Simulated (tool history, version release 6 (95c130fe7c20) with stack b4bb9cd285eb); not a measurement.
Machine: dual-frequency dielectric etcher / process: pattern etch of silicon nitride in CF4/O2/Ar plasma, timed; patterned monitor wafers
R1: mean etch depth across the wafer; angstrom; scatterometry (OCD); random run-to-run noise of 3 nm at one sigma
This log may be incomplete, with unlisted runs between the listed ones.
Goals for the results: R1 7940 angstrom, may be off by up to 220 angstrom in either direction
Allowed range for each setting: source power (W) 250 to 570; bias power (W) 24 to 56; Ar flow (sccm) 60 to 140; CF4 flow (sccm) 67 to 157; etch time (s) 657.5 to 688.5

run 1 day=0 | source_power_(W)=410 bias_power_(W)=40 Ar_flow_(sccm)=100 CF4_flow_(sccm)=112 etch_time_(s)=657.5 | R1=10459
run 2 day=0.362 | source_power_(W)=380 bias_power_(W)=40 Ar_flow_(sccm)=100 CF4_flow_(sccm)=112 etch_time_(s)=657.5 | R1=9622.9
run 3 day=0.567 | source_power_(W)=340 bias_power_(W)=40 Ar_flow_(sccm)=100 CF4_flow_(sccm)=112 etch_time_(s)=657.5 | R1=8516
run 4 day=0.708 | source_power_(W)=330 bias_power_(W)=40 Ar_flow_(sccm)=100 CF4_flow_(sccm)=112 etch_time_(s)=657.5 | R1=8199.2
run 5 day=0.846 | source_power_(W)=330 bias_power_(W)=40 Ar_flow_(sccm)=100 CF4_flow_(sccm)=112 etch_time_(s)=688.5 | R1=8662.2
run 6 day=0.9 | source_power_(W)=330 bias_power_(W)=40 Ar_flow_(sccm)=100 CF4_flow_(sccm)=112 etch_time_(s)=688.5 | R1=8613
run 7 day=1.162 | source_power_(W)=290 bias_power_(W)=39 Ar_flow_(sccm)=100 CF4_flow_(sccm)=112 etch_time_(s)=688 | R1=7396.9
run 8 day=1.233 | source_power_(W)=300 bias_power_(W)=39 Ar_flow_(sccm)=100 CF4_flow_(sccm)=112 etch_time_(s)=688 | R1=7672.4

Pick the move, out of 5, that brings all results within their allowed miss; only one does.
run A day=1.304 | source_power_(W)=290 bias_power_(W)=39 Ar_flow_(sccm)=105 CF4_flow_(sccm)=113 etch_time_(s)=688.5 | R1=?
run B day=1.304 | source_power_(W)=310 bias_power_(W)=38 Ar_flow_(sccm)=97 CF4_flow_(sccm)=115 etch_time_(s)=688.5 | R1=?
run C day=1.304 | source_power_(W)=320 bias_power_(W)=42 Ar_flow_(sccm)=110 CF4_flow_(sccm)=115 etch_time_(s)=688.5 | R1=?
run D day=1.304 | source_power_(W)=350 bias_power_(W)=38 Ar_flow_(sccm)=99 CF4_flow_(sccm)=123 etch_time_(s)=657.5 | R1=?
run E day=1.304 | source_power_(W)=300 bias_power_(W)=36 Ar_flow_(sccm)=107 CF4_flow_(sccm)=102 etch_time_(s)=679.5 | R1=?

move=A R1=7361.1
move=B R1=7913.7
move=C R1=8509.8
move=D R1=8707
move=E R1=7179.2
A: its largest miss is bigger than the last run's
B: every result within its allowed miss
C: carries the result that was furthest off beyond its target, to the other side
D: carries the result that was furthest off beyond its target, to the other side
E: its largest miss is bigger than the last run's
B meets every target.
